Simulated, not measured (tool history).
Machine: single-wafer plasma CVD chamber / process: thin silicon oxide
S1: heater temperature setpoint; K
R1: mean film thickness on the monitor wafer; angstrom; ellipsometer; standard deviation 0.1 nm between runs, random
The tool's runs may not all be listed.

run 1 hour=0 | S1=648.15 chamber_pressure_(Torr)=0.828 RF_power_(kW)=0.3 deposition_time_(s)=8.2 | R1=168.68
run 2 hour=4.8 | S1=648.15 chamber_pressure_(Torr)=0.699 RF_power_(kW)=0.3 deposition_time_(s)=8.2 | R1=141.02
run 3 hour=7.3 | S1=648.15 chamber_pressure_(Torr)=0.798 RF_power_(kW)=0.3 deposition_time_(s)=8.2 | R1=162.82
run 4 hour=15 | S1=648.15 chamber_pressure_(Torr)=0.798 RF_power_(kW)=0.265 deposition_time_(s)=8.2 | R1=152.63
run 5 hour=23.8 | S1=656.15 chamber_pressure_(Torr)=0.798 RF_power_(kW)=0.265 deposition_time_(s)=8.2 | R1=150.12
run 6 hour=25.8 | S1=656.15 chamber_pressure_(Torr)=0.798 RF_power_(kW)=0.235 deposition_time_(s)=8.2 | R1=140.3
run 7 hour=32.9 | S1=654.15 chamber_pressure_(Torr)=0.901 RF_power_(kW)=0.235 deposition_time_(s)=8.2 | R1=157.25
run 8 hour=40.9 | S1=653.15 chamber_pressure_(Torr)=0.989 RF_power_(kW)=0.235 deposition_time_(s)=8.2 | R1=169.43
run 9 hour=46.6 | S1=652.15 chamber_pressure_(Torr)=1.047 RF_power_(kW)=0.245 deposition_time_(s)=8.2 | R1=182.56
run 10 hour=52.2 | S1=651.15 chamber_pressure_(Torr)=1.085 RF_power_(kW)=0.25 deposition_time_(s)=8.2 | R1=191.35
run 11 hour=57.2 | S1=650.15 chamber_pressure_(Torr)=1.11 RF_power_(kW)=0.255 deposition_time_(s)=8.2 | R1=196.53
run 12 hour=62.9 | S1=650.15 chamber_pressure_(Torr)=1.127 RF_power_(kW)=0.26 deposition_time_(s)=8.2 | R1=200.26

Expected results for the next run?
run 13 hour=71.4 | S1=649.15 chamber_pressure_(Torr)=1.138 RF_power_(kW)=0.265 deposition_time_(s)=8.2 | R1=?

R1: 203.22 angstrom
